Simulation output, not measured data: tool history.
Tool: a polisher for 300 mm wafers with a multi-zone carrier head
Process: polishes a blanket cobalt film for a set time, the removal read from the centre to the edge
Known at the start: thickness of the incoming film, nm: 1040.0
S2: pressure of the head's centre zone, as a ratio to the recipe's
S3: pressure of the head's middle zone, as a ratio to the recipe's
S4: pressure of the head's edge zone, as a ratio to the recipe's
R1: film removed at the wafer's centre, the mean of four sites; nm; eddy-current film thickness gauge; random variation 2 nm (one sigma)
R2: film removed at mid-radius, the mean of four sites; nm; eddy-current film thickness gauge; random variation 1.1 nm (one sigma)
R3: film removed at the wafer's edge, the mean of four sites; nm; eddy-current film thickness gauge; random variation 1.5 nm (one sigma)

run 1 day=0 | flow_of_slurry_(ml/min)=120 S2=1 S3=1 S4=1 polishing_time_(s)=40 | R1=119.92 R2=119.68 R3=122.81
run 2 day=0.362 | flow_of_slurry_(ml/min)=130 S2=1.04 S3=0.98 S4=1.05 polishing_time_(s)=41 | R1=130.32 R2=124.04 R3=132.44
run 3 day=0.479 | flow_of_slurry_(ml/min)=130 S2=1.04 S3=1.06 S4=1.05 polishing_time_(s)=41 | R1=132.45 R2=134.4 R3=129.87
run 4 day=0.6 | flow_of_slurry_(ml/min)=130 S2=0.99 S3=1.06 S4=1.05 polishing_time_(s)=41 | R1=124.74 R2=135.23 R3=132.13
run 5 day=0.783 | flow_of_slurry_(ml/min)=140 S2=1.04 S3=1.02 S4=1.09 polishing_time_(s)=42 | R1=137 R2=134.47 R3=138.22
run 6 day=0.912 | flow_of_slurry_(ml/min)=150 S2=1.07 S3=0.99 S4=1.11 polishing_time_(s)=43 | R1=144.62 R2=133.74 R3=144.28

Run 7 comes next. What will it give?
run 7 day=1.188 | flow_of_slurry_(ml/min)=155 S2=1.1 S3=0.98 S4=1.13 polishing_time_(s)=44 | R1=? R2=? R3=?

R1: 155.17 nm
R2: 140 nm
R3: 146.67 nm

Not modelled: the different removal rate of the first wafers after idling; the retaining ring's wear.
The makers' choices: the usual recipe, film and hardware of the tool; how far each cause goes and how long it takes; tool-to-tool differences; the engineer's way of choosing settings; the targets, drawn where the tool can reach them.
